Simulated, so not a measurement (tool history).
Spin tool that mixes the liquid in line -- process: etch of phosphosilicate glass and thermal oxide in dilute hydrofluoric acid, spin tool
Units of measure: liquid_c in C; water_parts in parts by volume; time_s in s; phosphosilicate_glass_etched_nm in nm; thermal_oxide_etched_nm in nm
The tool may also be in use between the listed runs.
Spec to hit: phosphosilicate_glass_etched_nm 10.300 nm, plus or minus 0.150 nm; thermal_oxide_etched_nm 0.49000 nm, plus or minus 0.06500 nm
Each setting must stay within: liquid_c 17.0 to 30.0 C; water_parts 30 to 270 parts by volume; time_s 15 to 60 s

| run | hour | liquid_c | water_parts | time_s | phosphosilicate_glass_etched_nm | thermal_oxide_etched_nm |
|---|---|---|---|---|---|---|
| 1 | 0.0 | 22.0 | 150 | 30 | 17.987 | 0.88613 |
| 2 | 4.6 | 20.5 | 165 | 30 | 15.133 | 0.68165 |
| 3 | 8.9 | 20.5 | 130 | 30 | 20.191 | 0.95106 |
| 4 | 12.4 | 19.5 | 155 | 30 | 15.844 | 0.76780 |
| 5 | 19.7 | 23.0 | 155 | 30 | 18.083 | 0.88962 |
| 6 | 22.6 | 21.0 | 170 | 30 | 14.941 | 0.73990 |
| 7 | 24.4 | 19.5 | 180 | 30 | 13.240 | 0.59875 |
| 8 | 33.3 | 19.0 | 190 | 30 | 12.086 | 0.59587 |
| 9 | 36.4 | 18.5 | 195 | 30 | 11.624 | 0.59095 |
| 10 | 42.0 | 18.0 | 200 | 30 | 11.022 | 0.49616 |
| 11 | 49.7 | 18.0 | 205 | 30 | 10.617 | 0.50006 |

Of the 4 settings listed for the next run, only one would bring every result within its allowed miss of target. Which one?
| A | 57.4 | 20.0 | 225 | 30 | ? | ? |
| B | 57.4 | 22.5 | 215 | 25 | ? | ? |
| C | 57.4 | 30.0 | 265 | 25 | ? | ? |
| D | 57.4 | 21.5 | 240 | 30 | ? | ? |

| move | phosphosilicate_glass_etched_nm | thermal_oxide_etched_nm |
|---|---|---|
| A | 10.355 | 0.48990 |
| B | 10.021 | 0.47406 |
| C | 10.020 | 0.47405 |
| D | 10.123 | 0.47892 |
A: each result inside its tolerance
B: carries the result that was furthest off beyond its target, to the other side
C: carries the result that was furthest off beyond its target, to the other side
D: carries the result that was furthest off beyond its target, to the other side
Correct choice: A, which meets every target
